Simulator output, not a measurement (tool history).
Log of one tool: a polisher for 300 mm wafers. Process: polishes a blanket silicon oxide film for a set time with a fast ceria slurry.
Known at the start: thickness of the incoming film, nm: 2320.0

| run | hour | flow of slurry (ml/min) | pressure of the wafer on the pad (kPa) | speed of the pad under the wafer (cm/s) | polishing time (s) | film removed (angstrom) |
|---|---|---|---|---|---|---|
| 1 | 0 | 235 | 14.5 | 114 | 91 | 11091 |
| 2 | 2.6 | 235 | 17.9 | 114 | 91 | 13650 |
| 3 | 8.7 | 235 | 17.9 | 114 | 95 | 14424 |
| 4 | 13.1 | 235 | 18.6 | 114 | 95 | 14824 |
| 5 | 17.7 | 235 | 19.3 | 114 | 95 | 15239 |
| 6 | 19.4 | 235 | 20 | 116 | 95 | 15905 |
| 7 | 27.9 | 235 | 20 | 118 | 95 | 16197 |
| 8 | 34.9 | 235 | 20 | 120 | 95 | 16692 |

What does the tool deliver on the next run?
| 9 | 38.8 | 235 | 21.4 | 122 | 95 | ? |

film removed (angstrom): 18285

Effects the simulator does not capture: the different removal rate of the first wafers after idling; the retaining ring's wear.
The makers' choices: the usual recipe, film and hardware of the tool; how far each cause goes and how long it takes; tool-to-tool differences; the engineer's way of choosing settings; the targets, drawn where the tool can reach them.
